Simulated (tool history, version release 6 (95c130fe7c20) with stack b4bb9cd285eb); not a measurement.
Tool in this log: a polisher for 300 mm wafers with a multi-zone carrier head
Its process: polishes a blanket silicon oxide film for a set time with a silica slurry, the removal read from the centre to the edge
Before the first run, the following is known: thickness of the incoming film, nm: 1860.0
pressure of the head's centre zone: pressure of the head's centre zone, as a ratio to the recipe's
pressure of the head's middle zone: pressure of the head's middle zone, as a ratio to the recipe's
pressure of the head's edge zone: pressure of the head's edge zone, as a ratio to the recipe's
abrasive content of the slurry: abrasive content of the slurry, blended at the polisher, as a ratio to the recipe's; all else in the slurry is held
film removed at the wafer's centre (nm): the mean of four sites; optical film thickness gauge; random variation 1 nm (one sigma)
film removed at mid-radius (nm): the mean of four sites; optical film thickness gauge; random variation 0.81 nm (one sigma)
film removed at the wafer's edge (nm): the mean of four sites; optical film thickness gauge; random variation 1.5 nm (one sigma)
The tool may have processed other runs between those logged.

run    day  flow of slurry (ml/min)  pressure of the head's centre zone  pressure of the head's middle zone  pressure of the head's edge zone  abrasive content of the slurry  polishing time (s)  film removed at the wafer's centre (nm)  film removed at mid-radius (nm)  film removed at the wafer's edge (nm)
  1  0.000                      135                                1.00                                1.00                              1.00                            1.00                  79                                   203.15                           204.48                                 201.33
  2  0.304                      130                                1.00                                0.98                              0.95                            0.85                  71                                   174.57                           170.45                                 170.98
  3  0.350                      130                                1.01                                0.99                              0.92                            0.75                  62                                   146.06                           144.64                                 136.34
  4  0.671                      130                                1.01                                1.04                              0.92                            0.75                  62                                   149.06                           150.55                                 141.67
  5  0.950                      130                                1.00                                0.99                              0.89                            0.65                  59                                   133.67                           134.97                                 123.37
  6  1.258                      120                                0.99                                0.94                              0.88                            0.60                  59                                   129.46                           122.50                                 124.80
  7  1.458                      125                                0.99                                0.94                              0.87                            0.55                  56                                   120.52                           115.46                                 112.81

Run 8 is up next; what results do you expect?
  8  1.762                      125                                0.99                                0.94                              0.86                            0.55                  55                                        ?                                ?                                      ?

{"run 8": {"film removed at the wafer's centre (nm)": 118.53, "film removed at mid-radius (nm)": 111.6, "film removed at the wafer's edge (nm)": 111.16}}
